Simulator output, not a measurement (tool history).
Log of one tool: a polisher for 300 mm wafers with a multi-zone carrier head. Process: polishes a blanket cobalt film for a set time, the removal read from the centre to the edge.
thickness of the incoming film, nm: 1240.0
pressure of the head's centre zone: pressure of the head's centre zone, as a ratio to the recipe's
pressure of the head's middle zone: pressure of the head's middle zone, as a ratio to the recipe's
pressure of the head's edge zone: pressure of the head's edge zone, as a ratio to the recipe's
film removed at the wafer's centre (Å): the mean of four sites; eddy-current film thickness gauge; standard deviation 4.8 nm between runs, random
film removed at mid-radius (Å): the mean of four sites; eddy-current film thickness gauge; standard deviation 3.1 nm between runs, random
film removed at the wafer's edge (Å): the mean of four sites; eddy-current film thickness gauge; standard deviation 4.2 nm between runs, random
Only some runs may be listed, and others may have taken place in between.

run    day  flow of slurry (ml/min)  pressure of the head's centre zone  pressure of the head's middle zone  pressure of the head's edge zone  polishing time (s)  film removed at the wafer's centre (Å)  film removed at mid-radius (Å)  film removed at the wafer's edge (Å)
  1      0                      200                                   1                                   1                                 1                  69                                  3276.7                            3260                                3303.1
  2  0.196                      200                                   1                                   1                                 1                  86                                  4147.8                          4101.2                                4081.8
  3  0.333                      210                                1.01                                   1                                 1                  86                                  4221.1                          4088.3                                4169.6
  4   0.55                      210                                1.04                                   1                                 1                  86                                  4290.7                          4081.8                                4133.9
  5  0.838                      210                                1.04                                0.92                                 1                  86                                  4303.2                          3787.3                                4232.1
  6  0.996                      210                                1.04                                0.92                              0.97                  86                                    4278                          3793.8                                4085.9
  7  1.358                      215                                1.05                                0.93                              0.97                  86                                  4334.9                          3886.8                                4116.4
  8  1.671                      220                                1.06                                0.94                              0.97                  86                                  4379.5                          3886.5                                4076.4
  9  1.892                      225                                1.06                                0.95                              0.97                  86                                  4272.2                            3952                                4230.3

Forecast run 10:
 10  2.138                      220                                1.07                                0.96                              0.97                  86                                       ?                               ?                                     ?

Logged for run 10: film removed at the wafer's centre (Å) 4323.7, film removed at mid-radius (Å) 3943, film removed at the wafer's edge (Å) 4153.1.
